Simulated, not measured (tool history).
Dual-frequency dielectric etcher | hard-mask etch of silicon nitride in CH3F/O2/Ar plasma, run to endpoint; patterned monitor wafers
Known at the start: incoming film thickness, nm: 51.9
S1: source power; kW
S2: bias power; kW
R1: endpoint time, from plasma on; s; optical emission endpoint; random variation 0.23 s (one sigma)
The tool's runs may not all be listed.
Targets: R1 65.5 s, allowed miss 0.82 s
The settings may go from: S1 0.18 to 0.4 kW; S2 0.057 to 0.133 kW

{"run": 1, "day": 0.0, "S1": 0.29, "S2": 0.095, "R1": 80.499}
{"run": 2, "day": 0.362, "S1": 0.25, "S2": 0.095, "R1": 88.09}
{"run": 3, "day": 0.671, "S1": 0.3, "S2": 0.096, "R1": 78.477}
{"run": 4, "day": 0.883, "S1": 0.33, "S2": 0.096, "R1": 74.452}
{"run": 5, "day": 0.992, "S1": 0.33, "S2": 0.109, "R1": 69.782}
{"run": 6, "day": 1.125, "S1": 0.34, "S2": 0.109, "R1": 68.866}
{"run": 7, "day": 1.296, "S1": 0.35, "S2": 0.109, "R1": 67.762}
{"run": 8, "day": 1.654, "S1": 0.36, "S2": 0.109, "R1": 67.038}

Which of these 5 next moves meets every target?
{"run": "A", "day": 2.012, "S1": 0.35, "S2": 0.11, "R1": "?"}
{"run": "B", "day": 2.012, "S1": 0.35, "S2": 0.117, "R1": "?"}
{"run": "C", "day": 2.012, "S1": 0.38, "S2": 0.116, "R1": "?"}
{"run": "D", "day": 2.012, "S1": 0.35, "S2": 0.112, "R1": "?"}
{"run": "E", "day": 2.012, "S1": 0.37, "S2": 0.119, "R1": "?"}

move=A R1=67.518
move=B R1=65.694
move=C R1=63.163
move=D R1=66.98
move=E R1=63.323
A: further off than the last run
B: meets every target
C: takes the result that was furthest off past its target
D: as far off as the last run
E: takes the result that was furthest off past its target
Move B is the one to make.
